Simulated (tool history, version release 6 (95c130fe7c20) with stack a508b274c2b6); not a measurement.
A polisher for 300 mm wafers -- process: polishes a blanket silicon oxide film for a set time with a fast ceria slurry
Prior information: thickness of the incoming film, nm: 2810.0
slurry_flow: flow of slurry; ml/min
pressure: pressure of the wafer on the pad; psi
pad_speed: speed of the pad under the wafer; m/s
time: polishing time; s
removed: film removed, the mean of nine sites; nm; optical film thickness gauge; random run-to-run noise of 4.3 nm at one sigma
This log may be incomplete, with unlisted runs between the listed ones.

| run | hour | slurry_flow | pressure | pad_speed | time | removed |
|---|---|---|---|---|---|---|
| 1 | 0 | 280 | 3.2 | 1.1 | 35 | 716.47 |
| 2 | 3.4 | 280 | 3.2 | 1.34 | 35 | 861.34 |
| 3 | 6.6 | 280 | 2.7 | 1.34 | 35 | 734.88 |
| 4 | 10.7 | 280 | 2.6 | 1.34 | 35 | 723.3 |
| 5 | 19.2 | 280 | 2.5 | 1.34 | 35 | 683.55 |
| 6 | 26.1 | 280 | 2.5 | 1.34 | 35 | 701.8 |
| 7 | 26.9 | 280 | 2.4 | 1.34 | 35 | 670.11 |

Predict the results of run 8:
| 8 | 32 | 280 | 2.4 | 1.34 | 35 | ? |

{"run 8": {"removed": 656.35}}

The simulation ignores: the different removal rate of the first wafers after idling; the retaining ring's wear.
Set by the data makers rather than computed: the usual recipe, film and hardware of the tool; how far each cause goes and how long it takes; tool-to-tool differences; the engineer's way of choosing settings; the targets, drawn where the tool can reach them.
